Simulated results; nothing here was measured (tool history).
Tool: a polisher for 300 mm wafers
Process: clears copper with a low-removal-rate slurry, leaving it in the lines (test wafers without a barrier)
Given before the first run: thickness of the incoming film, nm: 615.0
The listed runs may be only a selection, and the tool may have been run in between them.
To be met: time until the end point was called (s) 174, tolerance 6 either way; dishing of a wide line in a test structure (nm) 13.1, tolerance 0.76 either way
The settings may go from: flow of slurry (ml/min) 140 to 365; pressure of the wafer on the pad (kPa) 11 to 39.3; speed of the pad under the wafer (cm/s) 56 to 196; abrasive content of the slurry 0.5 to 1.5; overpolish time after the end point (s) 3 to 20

run  hour  flow of slurry (ml/min)  pressure of the wafer on the pad (kPa)  speed of the pad under the wafer (cm/s)  abrasive content of the slurry  overpolish time after the end point (s)  time until the end point was called (s)  dishing of a wide line in a test structure (nm)
  1     0                      235                                    24.8                                      126                               1                                       10                                   130.41                                           28.864
  2   7.6                      235                                    24.8                                      126                               1                                       13                                   127.67                                            35.81
  3  12.1                      235                                    24.8                                      126                             0.9                                       13                                   130.18                                           35.329
  4  15.9                      240                                    22.8                                      128                            0.85                                       10                                   141.96                                           27.592
  5  22.5                      215                                    21.4                                      126                            1.05                                        8                                   147.98                                           21.976
  6  27.6                      170                                    21.4                                      126                            1.05                                        8                                   157.78                                            21.13
  7  32.2                      215                                    16.5                                      128                            1.05                                        3                                   187.74                                           7.5324
  8  37.9                      200                                    17.2                                      126                            1.05                                        4                                   185.94                                           10.072
  9    45                      190                                    17.9                                      126                            1.05                                        4                                   179.45                                           10.142
 10  48.8                      180                                    18.6                                      126                            1.05                                        4                                   176.64                                           10.711
 11    56                      175                                    18.6                                      126                            1.05                                        4                                   178.09                                           10.511
 12  59.7                      170                                    18.6                                      126                            1.05                                        4                                   178.69                                            10.59
 13  60.7                      165                                    18.6                                      126                            1.05                                        4                                   178.93                                           10.472
 14  63.3                      165                                    18.6                                      124                             1.1                                        4                                   177.75                                           10.152
 15  65.9                      160                                    19.3                                      124                            1.05                                        4                                   179.25                                           10.748
 16  72.7                      155                                      20                                      124                            1.05                                        4                                   177.37                                           10.368

Exercise: of the 4 proposed moves below, exactly one satisfies all targets within the stated allowed misses. Which move is it?
  A  79.5                      170                                    17.2                                      138                             1.1                                        4                                        ?                                                ?
  B  79.5                      155                                    14.5                                      154                            0.95                                        3                                        ?                                                ?
  C  79.5                      150                                    22.1                                      118                            0.85                                        5                                        ?                                                ?
  D  79.5                      155                                      20                                      122                            0.95                                        6                                        ?                                                ?

move  time until the end point was called (s)  dishing of a wide line in a test structure (nm)
   A                                   172.11                                            10.67
   B                                    189.7                                           7.4579
   C                                   172.73                                            13.06
   D                                   177.98                                           14.914
A: closer than the last run, but not yet in spec
B: the biggest miss grows against the last run
C: every result within its allowed miss
D: pushes the last run's worst result past its target
Move C is the one to make.
